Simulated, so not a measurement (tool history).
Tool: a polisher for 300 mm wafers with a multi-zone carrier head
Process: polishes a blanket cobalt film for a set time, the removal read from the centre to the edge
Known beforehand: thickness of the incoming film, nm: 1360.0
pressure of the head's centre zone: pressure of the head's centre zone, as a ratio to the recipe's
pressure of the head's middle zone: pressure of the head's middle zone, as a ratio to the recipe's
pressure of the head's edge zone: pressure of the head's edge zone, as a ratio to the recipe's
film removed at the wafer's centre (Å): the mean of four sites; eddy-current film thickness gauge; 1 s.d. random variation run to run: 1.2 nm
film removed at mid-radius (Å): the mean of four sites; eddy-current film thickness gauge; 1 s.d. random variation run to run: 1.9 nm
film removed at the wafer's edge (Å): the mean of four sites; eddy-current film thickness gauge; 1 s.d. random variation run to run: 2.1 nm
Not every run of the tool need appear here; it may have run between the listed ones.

run,day,flow of slurry (ml/min),pressure of the head's centre zone,pressure of the head's middle zone,pressure of the head's edge zone,polishing time (s),film removed at the wafer's centre (Å),film removed at mid-radius (Å),film removed at the wafer's edge (Å)
1,0,300,1,1,1,85,2262.7,2243.5,2198.8
2,0.067,290,0.95,0.95,0.98,77,1957.5,1919.8,1954
3,0.338,290,0.95,0.91,0.98,77,1954.3,1926.9,2001.1
4,0.446,290,0.95,0.91,0.98,85,2132.7,2113.2,2172.7
5,0.612,280,0.91,0.88,0.97,77,1857.6,1816.4,1957.9
6,0.762,280,0.91,0.88,0.97,68,1637.9,1632,1761.6
7,0.804,270,0.89,0.86,0.95,67,1567.9,1537.7,1701.8
8,1.142,260,0.88,0.87,0.94,67,1569.2,1606.1,1671.3

Run 9, settings as shown, results not yet in. Your forecast:
9,1.192,260,0.87,0.85,0.94,66,?,?,?

film removed at the wafer's centre (Å): 1513.3
film removed at mid-radius (Å): 1541.6
film removed at the wafer's edge (Å): 1648.4
